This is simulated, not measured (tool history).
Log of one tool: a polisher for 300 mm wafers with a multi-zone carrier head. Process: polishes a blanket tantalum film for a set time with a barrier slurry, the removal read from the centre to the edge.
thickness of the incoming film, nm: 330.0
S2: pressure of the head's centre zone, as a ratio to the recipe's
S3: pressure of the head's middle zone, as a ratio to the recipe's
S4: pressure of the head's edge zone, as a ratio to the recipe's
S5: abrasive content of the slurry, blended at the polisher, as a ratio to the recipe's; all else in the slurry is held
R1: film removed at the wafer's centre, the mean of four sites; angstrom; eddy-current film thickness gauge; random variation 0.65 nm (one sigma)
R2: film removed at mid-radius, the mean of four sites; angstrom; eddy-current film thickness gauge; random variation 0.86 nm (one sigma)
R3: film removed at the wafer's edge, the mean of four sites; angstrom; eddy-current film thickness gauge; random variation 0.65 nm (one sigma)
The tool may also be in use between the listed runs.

{"run": 1, "hour": 0.0, "flow of slurry (ml/min)": 250, "S2": 1.0, "S3": 1.0, "S4": 1.0, "S5": 1.0, "polishing time (s)": 68, "R1": 949.87, "R2": 947.95, "R3": 955.18}
{"run": 2, "hour": 4.3, "flow of slurry (ml/min)": 250, "S2": 1.0, "S3": 0.93, "S4": 1.0, "S5": 1.0, "polishing time (s)": 68, "R1": 957.01, "R2": 882.72, "R3": 951.41}
{"run": 3, "hour": 6.2, "flow of slurry (ml/min)": 250, "S2": 1.08, "S3": 0.93, "S4": 1.0, "S5": 1.0, "polishing time (s)": 68, "R1": 1016.0, "R2": 897.01, "R3": 950.24}
{"run": 4, "hour": 7.2, "flow of slurry (ml/min)": 250, "S2": 1.08, "S3": 0.93, "S4": 0.92, "S5": 1.0, "polishing time (s)": 68, "R1": 1017.3, "R2": 901.53, "R3": 948.25}
{"run": 5, "hour": 13.5, "flow of slurry (ml/min)": 215, "S2": 1.08, "S3": 0.93, "S4": 0.92, "S5": 1.0, "polishing time (s)": 68, "R1": 967.02, "R2": 874.78, "R3": 935.75}
{"run": 6, "hour": 16.6, "flow of slurry (ml/min)": 215, "S2": 1.04, "S3": 0.93, "S4": 0.92, "S5": 1.0, "polishing time (s)": 68, "R1": 963.47, "R2": 892.09, "R3": 934.93}
{"run": 7, "hour": 22.3, "flow of slurry (ml/min)": 200, "S2": 0.99, "S3": 0.95, "S4": 0.93, "S5": 0.9, "polishing time (s)": 63, "R1": 780.62, "R2": 786.71, "R3": 826.22}
{"run": 8, "hour": 27.2, "flow of slurry (ml/min)": 205, "S2": 0.98, "S3": 0.97, "S4": 0.93, "S5": 0.8, "polishing time (s)": 60, "R1": 692.76, "R2": 689.02, "R3": 731.92}
{"run": 9, "hour": 32.8, "flow of slurry (ml/min)": 205, "S2": 0.98, "S3": 0.97, "S4": 0.93, "S5": 0.8, "polishing time (s)": 60, "R1": 691.83, "R2": 709.87, "R3": 729.43}
{"run": 10, "hour": 37.7, "flow of slurry (ml/min)": 200, "S2": 0.96, "S3": 0.98, "S4": 0.93, "S5": 0.75, "polishing time (s)": 60, "R1": 651.57, "R2": 682.98, "R3": 699.37}
{"run": 11, "hour": 43.6, "flow of slurry (ml/min)": 195, "S2": 0.94, "S3": 0.99, "S4": 0.93, "S5": 0.7, "polishing time (s)": 60, "R1": 605.78, "R2": 651.98, "R3": 668.58}
{"run": 12, "hour": 45.0, "flow of slurry (ml/min)": 180, "S2": 0.84, "S3": 1.03, "S4": 0.86, "S5": 0.6, "polishing time (s)": 60, "R1": 462.71, "R2": 580.88, "R3": 552.88}
{"run": 13, "hour": 51.4, "flow of slurry (ml/min)": 190, "S2": 0.84, "S3": 1.03, "S4": 0.87, "S5": 0.6, "polishing time (s)": 60, "R1": 470.0, "R2": 585.44, "R3": 548.17}
{"run": 14, "hour": 52.9, "flow of slurry (ml/min)": 185, "S2": 0.85, "S3": 1.03, "S4": 0.89, "S5": 0.6, "polishing time (s)": 60, "R1": 470.77, "R2": 585.58, "R3": 558.78}
{"run": 15, "hour": 58.9, "flow of slurry (ml/min)": 190, "S2": 0.85, "S3": 1.03, "S4": 0.9, "S5": 0.6, "polishing time (s)": 60, "R1": 469.95, "R2": 573.7, "R3": 560.98}
{"run": 16, "hour": 66.6, "flow of slurry (ml/min)": 190, "S2": 0.86, "S3": 1.03, "S4": 0.9, "S5": 0.6, "polishing time (s)": 60, "R1": 479.42, "R2": 589.29, "R3": 561.78}
{"run": 17, "hour": 69.4, "flow of slurry (ml/min)": 185, "S2": 0.86, "S3": 1.03, "S4": 0.91, "S5": 0.6, "polishing time (s)": 60, "R1": 473.7, "R2": 574.59, "R3": 558.08}
{"run": 18, "hour": 70.6, "flow of slurry (ml/min)": 230, "S2": 0.88, "S3": 1.05, "S4": 0.97, "S5": 0.75, "polishing time (s)": 61, "R1": 618.34, "R2": 760.9, "R3": 723.8}
{"run": 19, "hour": 79.3, "flow of slurry (ml/min)": 220, "S2": 0.87, "S3": 1.04, "S4": 0.95, "S5": 0.75, "polishing time (s)": 61, "R1": 597.13, "R2": 743.44, "R3": 732.89}
{"run": 20, "hour": 82.6, "flow of slurry (ml/min)": 210, "S2": 0.87, "S3": 1.03, "S4": 0.92, "S5": 0.75, "polishing time (s)": 61, "R1": 612.82, "R2": 727.33, "R3": 701.51}
{"run": 21, "hour": 88.0, "flow of slurry (ml/min)": 200, "S2": 0.86, "S3": 1.02, "S4": 0.91, "S5": 0.75, "polishing time (s)": 61, "R1": 597.09, "R2": 714.73, "R3": 698.07}
{"run": 22, "hour": 96.8, "flow of slurry (ml/min)": 195, "S2": 0.85, "S3": 1.02, "S4": 0.9, "S5": 0.75, "polishing time (s)": 61, "R1": 585.63, "R2": 710.74, "R3": 706.44}
{"run": 23, "hour": 102.5, "flow of slurry (ml/min)": 190, "S2": 0.85, "S3": 1.02, "S4": 0.89, "S5": 0.75, "polishing time (s)": 61, "R1": 583.9, "R2": 725.68, "R3": 701.96}
{"run": 24, "hour": 110.1, "flow of slurry (ml/min)": 190, "S2": 0.85, "S3": 0.97, "S4": 0.85, "S5": 0.5, "polishing time (s)": 56, "R1": 349.1, "R2": 393.66, "R3": 397.94}
{"run": 25, "hour": 113.4, "flow of slurry (ml/min)": 185, "S2": 0.88, "S3": 1.0, "S4": 0.91, "S5": 0.5, "polishing time (s)": 54, "R1": 341.78, "R2": 389.35, "R3": 402.75}
{"run": 26, "hour": 119.0, "flow of slurry (ml/min)": 175, "S2": 0.91, "S3": 1.04, "S4": 0.95, "S5": 0.5, "polishing time (s)": 54, "R1": 344.67, "R2": 409.08, "R3": 396.15}
{"run": 27, "hour": 126.5, "flow of slurry (ml/min)": 205, "S2": 0.89, "S3": 1.04, "S4": 0.94, "S5": 0.55, "polishing time (s)": 54, "R1": 417.37, "R2": 478.97, "R3": 467.42}

Run 28 comes next. What will it give?
{"run": 28, "hour": 129.3, "flow of slurry (ml/min)": 225, "S2": 0.87, "S3": 1.05, "S4": 0.96, "S5": 0.55, "polishing time (s)": 54, "R1": "?", "R2": "?", "R3": "?"}

{"run 28": {"R1": 412.17, "R2": 488.46, "R3": 485.93}}
